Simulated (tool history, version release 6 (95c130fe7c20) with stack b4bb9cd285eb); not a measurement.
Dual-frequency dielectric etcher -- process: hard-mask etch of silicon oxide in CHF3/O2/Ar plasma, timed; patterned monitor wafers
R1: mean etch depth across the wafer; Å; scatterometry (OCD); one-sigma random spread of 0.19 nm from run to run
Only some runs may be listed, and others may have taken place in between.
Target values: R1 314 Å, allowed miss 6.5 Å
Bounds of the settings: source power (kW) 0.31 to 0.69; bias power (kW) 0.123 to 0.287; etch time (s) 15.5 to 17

Run 1, hour 0: source power (kW) 0.5, bias power (kW) 0.205, etch time (s) 17. Result: R1 348.67 Å.
Run 2, hour 5.4: source power (kW) 0.49, bias power (kW) 0.204, etch time (s) 17. Result: R1 346.32 Å.
Run 3, hour 14.1: source power (kW) 0.48, bias power (kW) 0.203, etch time (s) 17. Result: R1 342.5 Å.
Run 4, hour 15.7: source power (kW) 0.47, bias power (kW) 0.202, etch time (s) 17. Result: R1 338.16 Å.
Run 5, hour 18.1: source power (kW) 0.46, bias power (kW) 0.201, etch time (s) 17. Result: R1 338.67 Å.
Run 6, hour 24.1: source power (kW) 0.46, bias power (kW) 0.233, etch time (s) 17. Result: R1 356.17 Å.
Run 7, hour 27.3: source power (kW) 0.45, bias power (kW) 0.231, etch time (s) 17. Result: R1 354.16 Å.
Run 8, hour 33.5: source power (kW) 0.44, bias power (kW) 0.228, etch time (s) 17. Result: R1 344.7 Å.
Run 9, hour 34.1: source power (kW) 0.43, bias power (kW) 0.227, etch time (s) 17. Result: R1 342.66 Å.
Run 10, hour 43.1: source power (kW) 0.42, bias power (kW) 0.226, etch time (s) 17. Result: R1 336.72 Å.
Run 11, hour 50.6: source power (kW) 0.41, bias power (kW) 0.226, etch time (s) 17. Result: R1 330.27 Å.
Run 12, hour 52.9: source power (kW) 0.39, bias power (kW) 0.225, etch time (s) 17. Result: R1 325.29 Å.

4 candidate next runs follow, results not yet known. Just one meets every target within its allowed miss. Identify it.
Run A, hour 55.2: source power (kW) 0.36, bias power (kW) 0.21, etch time (s) 16.5. Result: R1 ?.
Run B, hour 55.2: source power (kW) 0.42, bias power (kW) 0.201, etch time (s) 16. Result: R1 ?.
Run C, hour 55.2: source power (kW) 0.4, bias power (kW) 0.232, etch time (s) 16. Result: R1 ?.
Run D, hour 55.2: source power (kW) 0.36, bias power (kW) 0.214, etch time (s) 17. Result: R1 ?.

move      R1
   A     293
   B   301.4
   C  314.81
   D  304.64
A: takes the result that was furthest off past its target
B: takes the result that was furthest off past its target
C: all results land within tolerance of their targets
D: takes the result that was furthest off past its target
So the answer is move C, the one that meets all the targets.
